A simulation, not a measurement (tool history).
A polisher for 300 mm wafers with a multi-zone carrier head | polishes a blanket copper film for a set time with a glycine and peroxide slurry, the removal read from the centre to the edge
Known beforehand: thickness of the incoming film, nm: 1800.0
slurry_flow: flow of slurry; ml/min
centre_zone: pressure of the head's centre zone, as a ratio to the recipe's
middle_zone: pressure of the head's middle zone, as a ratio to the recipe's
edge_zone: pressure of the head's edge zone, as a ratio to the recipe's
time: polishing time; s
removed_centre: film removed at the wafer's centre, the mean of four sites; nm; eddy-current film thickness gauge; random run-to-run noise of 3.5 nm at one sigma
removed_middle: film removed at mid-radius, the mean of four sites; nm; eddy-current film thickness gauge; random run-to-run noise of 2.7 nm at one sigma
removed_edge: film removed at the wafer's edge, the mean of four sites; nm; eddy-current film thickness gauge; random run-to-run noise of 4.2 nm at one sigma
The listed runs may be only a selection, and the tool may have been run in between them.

{"run": 1, "hour": 0.0, "slurry_flow": 230, "centre_zone": 1, "middle_zone": 1, "edge_zone": 1, "time": 72, "removed_centre": 415.12, "removed_middle": 409.98, "removed_edge": 409.67}
{"run": 2, "hour": 6.0, "slurry_flow": 230, "centre_zone": 1, "middle_zone": 1, "edge_zone": 1.04, "time": 72, "removed_centre": 426.52, "removed_middle": 414.14, "removed_edge": 406.77}
{"run": 3, "hour": 7.9, "slurry_flow": 230, "centre_zone": 0.92, "middle_zone": 1, "edge_zone": 1.04, "time": 72, "removed_centre": 396.46, "removed_middle": 413.08, "removed_edge": 408.38}
{"run": 4, "hour": 14.9, "slurry_flow": 230, "centre_zone": 0.92, "middle_zone": 0.97, "edge_zone": 1.04, "time": 72, "removed_centre": 399.9, "removed_middle": 402.7, "removed_edge": 424.11}
{"run": 5, "hour": 18.1, "slurry_flow": 230, "centre_zone": 0.92, "middle_zone": 1.03, "edge_zone": 1.04, "time": 72, "removed_centre": 399.41, "removed_middle": 428.55, "removed_edge": 407.5}
{"run": 6, "hour": 25.9, "slurry_flow": 230, "centre_zone": 0.92, "middle_zone": 1.03, "edge_zone": 0.97, "time": 72, "removed_centre": 392.62, "removed_middle": 429.4, "removed_edge": 400.92}
{"run": 7, "hour": 29.8, "slurry_flow": 230, "centre_zone": 0.93, "middle_zone": 1.02, "edge_zone": 0.97, "time": 67, "removed_centre": 373.97, "removed_middle": 395.46, "removed_edge": 378.95}
{"run": 8, "hour": 33.8, "slurry_flow": 225, "centre_zone": 0.94, "middle_zone": 1.01, "edge_zone": 0.97, "time": 63, "removed_centre": 353.27, "removed_middle": 366.53, "removed_edge": 348.26}
{"run": 9, "hour": 39.6, "slurry_flow": 220, "centre_zone": 0.94, "middle_zone": 0.99, "edge_zone": 0.97, "time": 61, "removed_centre": 339.6, "removed_middle": 346.05, "removed_edge": 334.86}
{"run": 10, "hour": 40.9, "slurry_flow": 210, "centre_zone": 0.94, "middle_zone": 0.97, "edge_zone": 0.96, "time": 60, "removed_centre": 335.97, "removed_middle": 336.07, "removed_edge": 325.63}
{"run": 11, "hour": 47.5, "slurry_flow": 205, "centre_zone": 0.93, "middle_zone": 0.95, "edge_zone": 0.96, "time": 59, "removed_centre": 322.9, "removed_middle": 313.49, "removed_edge": 327.47}
{"run": 12, "hour": 55.0, "slurry_flow": 200, "centre_zone": 0.93, "middle_zone": 0.95, "edge_zone": 0.95, "time": 58, "removed_centre": 309.79, "removed_middle": 316.26, "removed_edge": 316.08}
{"run": 13, "hour": 64.0, "slurry_flow": 195, "centre_zone": 0.94, "middle_zone": 0.94, "edge_zone": 0.94, "time": 57, "removed_centre": 310.5, "removed_middle": 299.87, "removed_edge": 306.57}

Predict the results of run 14:
{"run": 14, "hour": 65.0, "slurry_flow": 190, "centre_zone": 0.94, "middle_zone": 0.94, "edge_zone": 0.94, "time": 57, "removed_centre": "?", "removed_middle": "?", "removed_edge": "?"}

{"run 14": {"removed_centre": 309.47, "removed_middle": 306.83, "removed_edge": 312.91}}

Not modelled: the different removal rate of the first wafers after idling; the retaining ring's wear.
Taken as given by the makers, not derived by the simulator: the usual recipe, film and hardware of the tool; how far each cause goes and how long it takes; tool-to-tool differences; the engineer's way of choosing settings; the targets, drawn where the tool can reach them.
